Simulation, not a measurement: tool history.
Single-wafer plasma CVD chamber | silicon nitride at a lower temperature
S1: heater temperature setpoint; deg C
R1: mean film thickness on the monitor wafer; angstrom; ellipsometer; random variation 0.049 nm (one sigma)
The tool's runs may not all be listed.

Run 1, day 0: S1 335 deg C, chamber pressure (Pa) 268, RF power (W) 290, deposition time (s) 13.1. Result: R1 164.65 angstrom.
Run 2, day 0.146: S1 335 deg C, chamber pressure (Pa) 249, RF power (W) 290, deposition time (s) 13.1. Result: R1 160.89 angstrom.
Run 3, day 0.242: S1 335 deg C, chamber pressure (Pa) 249, RF power (W) 275, deposition time (s) 13.1. Result: R1 153.97 angstrom.
Run 4, day 0.429: S1 335 deg C, chamber pressure (Pa) 260, RF power (W) 285, deposition time (s) 13.1. Result: R1 160.97 angstrom.
Run 5, day 0.496: S1 335 deg C, chamber pressure (Pa) 260, RF power (W) 260, deposition time (s) 13.1. Result: R1 148.35 angstrom.
Run 6, day 0.588: S1 335 deg C, chamber pressure (Pa) 260, RF power (W) 260, deposition time (s) 13.5. Result: R1 153.64 angstrom.
Run 7, day 0.804: S1 335 deg C, chamber pressure (Pa) 269, RF power (W) 270, deposition time (s) 13.5. Result: R1 159.78 angstrom.
Run 8, day 1.083: S1 334 deg C, chamber pressure (Pa) 323, RF power (W) 315, deposition time (s) 13.5. Result: R1 189.34 angstrom.

Run 9 comes next. What will it give?
Run 9, day 1.317: S1 334 deg C, chamber pressure (Pa) 325, RF power (W) 315, deposition time (s) 13.5. Result: R1 ?.

Run 9 gave R1 190 angstrom.

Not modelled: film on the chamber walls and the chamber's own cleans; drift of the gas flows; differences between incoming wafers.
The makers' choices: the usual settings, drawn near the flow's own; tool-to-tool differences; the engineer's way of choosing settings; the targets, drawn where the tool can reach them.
